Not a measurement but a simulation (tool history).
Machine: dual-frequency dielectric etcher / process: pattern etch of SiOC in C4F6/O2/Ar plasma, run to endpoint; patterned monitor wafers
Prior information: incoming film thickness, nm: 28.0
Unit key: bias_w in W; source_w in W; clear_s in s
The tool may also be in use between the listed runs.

{"run": 1, "day": 0.0, "bias_w": 527, "source_w": 360, "clear_s": 9.2529}
{"run": 2, "day": 0.367, "bias_w": 527, "source_w": 320, "clear_s": 9.7232}
{"run": 3, "day": 0.662, "bias_w": 527, "source_w": 260, "clear_s": 10.912}
{"run": 4, "day": 0.879, "bias_w": 453, "source_w": 260, "clear_s": 11.65}
{"run": 5, "day": 0.967, "bias_w": 533, "source_w": 260, "clear_s": 10.868}
{"run": 6, "day": 1.338, "bias_w": 463, "source_w": 260, "clear_s": 11.659}
{"run": 7, "day": 1.712, "bias_w": 512, "source_w": 270, "clear_s": 10.813}
{"run": 8, "day": 2.062, "bias_w": 552, "source_w": 280, "clear_s": 10.261}
{"run": 9, "day": 2.217, "bias_w": 585, "source_w": 290, "clear_s": 9.7704}
{"run": 10, "day": 2.283, "bias_w": 585, "source_w": 290, "clear_s": 9.7658}
{"run": 11, "day": 2.546, "bias_w": 612, "source_w": 300, "clear_s": 9.5301}

Expected results for the next run?
{"run": 12, "day": 2.854, "bias_w": 634, "source_w": 310, "clear_s": "?"}

clear_s: 9.1764 s

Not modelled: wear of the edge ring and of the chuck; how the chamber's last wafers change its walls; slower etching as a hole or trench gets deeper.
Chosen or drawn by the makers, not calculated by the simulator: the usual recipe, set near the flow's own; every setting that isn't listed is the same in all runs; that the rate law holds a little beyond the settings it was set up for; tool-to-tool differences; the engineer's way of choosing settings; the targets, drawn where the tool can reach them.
